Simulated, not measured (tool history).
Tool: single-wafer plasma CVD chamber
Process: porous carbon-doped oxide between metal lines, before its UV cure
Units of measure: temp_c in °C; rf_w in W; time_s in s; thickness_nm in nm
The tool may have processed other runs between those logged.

run 1 day=0.000 | temp_c=320 rf_w=550 time_s=26.8 | thickness_nm=130.76
run 2 day=0.025 | temp_c=320 rf_w=550 time_s=26.8 | thickness_nm=131.24
run 3 day=0.338 | temp_c=318 rf_w=550 time_s=26.8 | thickness_nm=132.55
run 4 day=0.571 | temp_c=316 rf_w=550 time_s=26.8 | thickness_nm=133.83
run 5 day=0.867 | temp_c=325 rf_w=550 time_s=26.8 | thickness_nm=127.82
run 6 day=1.100 | temp_c=322 rf_w=555 time_s=26.8 | thickness_nm=130.93
run 7 day=1.312 | temp_c=320 rf_w=555 time_s=26.8 | thickness_nm=132.23
run 8 day=1.454 | temp_c=318 rf_w=555 time_s=26.8 | thickness_nm=133.43
run 9 day=1.554 | temp_c=316 rf_w=555 time_s=26.8 | thickness_nm=135.44
run 10 day=1.617 | temp_c=314 rf_w=555 time_s=26.8 | thickness_nm=137.19

Run 11, settings as shown, results not yet in. Your forecast:
run 11 day=1.804 | temp_c=313 rf_w=555 time_s=26.8 | thickness_nm=?

thickness_nm: 136.39 nm
